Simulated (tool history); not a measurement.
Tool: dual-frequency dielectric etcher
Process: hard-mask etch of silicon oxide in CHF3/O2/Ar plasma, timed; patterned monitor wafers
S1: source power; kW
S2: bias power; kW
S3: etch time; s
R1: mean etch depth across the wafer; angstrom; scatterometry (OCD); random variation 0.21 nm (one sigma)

Run 1, hour 0.0: S1 0.600 kW, S2 0.196 kW, S3 17 s. Result: R1 327.12 angstrom.
Run 2, hour 7.2: S1 0.550 kW, S2 0.196 kW, S3 17 s. Result: R1 308.93 angstrom.
Run 3, hour 15.8: S1 0.480 kW, S2 0.196 kW, S3 17 s. Result: R1 284.47 angstrom.
Run 4, hour 18.4: S1 0.410 kW, S2 0.196 kW, S3 17 s. Result: R1 260.58 angstrom.
Run 5, hour 22.1: S1 0.470 kW, S2 0.198 kW, S3 17 s. Result: R1 282.51 angstrom.
Run 6, hour 23.3: S1 0.470 kW, S2 0.224 kW, S3 17 s. Result: R1 296.65 angstrom.
Run 7, hour 30.8: S1 0.510 kW, S2 0.225 kW, S3 17 s. Result: R1 310.31 angstrom.
Run 8, hour 32.1: S1 0.540 kW, S2 0.226 kW, S3 17 s. Result: R1 324.28 angstrom.
Run 9, hour 33.2: S1 0.540 kW, S2 0.226 kW, S3 17 s. Result: R1 318.45 angstrom.
Run 10, hour 35.2: S1 0.560 kW, S2 0.227 kW, S3 17 s. Result: R1 325.07 angstrom.
Run 11, hour 37.0: S1 0.580 kW, S2 0.228 kW, S3 17 s. Result: R1 334.62 angstrom.
Run 12, hour 39.8: S1 0.600 kW, S2 0.229 kW, S3 17 s. Result: R1 337.21 angstrom.
Run 13, hour 46.3: S1 0.620 kW, S2 0.230 kW, S3 17 s. Result: R1 347.30 angstrom.
Run 14, hour 50.5: S1 0.630 kW, S2 0.230 kW, S3 17 s. Result: R1 350.57 angstrom.
Run 15, hour 57.1: S1 0.640 kW, S2 0.230 kW, S3 17 s. Result: R1 348.35 angstrom.

Run 16 comes next. What will it give?
Run 16, hour 62.4: S1 0.720 kW, S2 0.237 kW, S3 17 s. Result: R1 ?.

Run 16 gave R1 374.64 angstrom.

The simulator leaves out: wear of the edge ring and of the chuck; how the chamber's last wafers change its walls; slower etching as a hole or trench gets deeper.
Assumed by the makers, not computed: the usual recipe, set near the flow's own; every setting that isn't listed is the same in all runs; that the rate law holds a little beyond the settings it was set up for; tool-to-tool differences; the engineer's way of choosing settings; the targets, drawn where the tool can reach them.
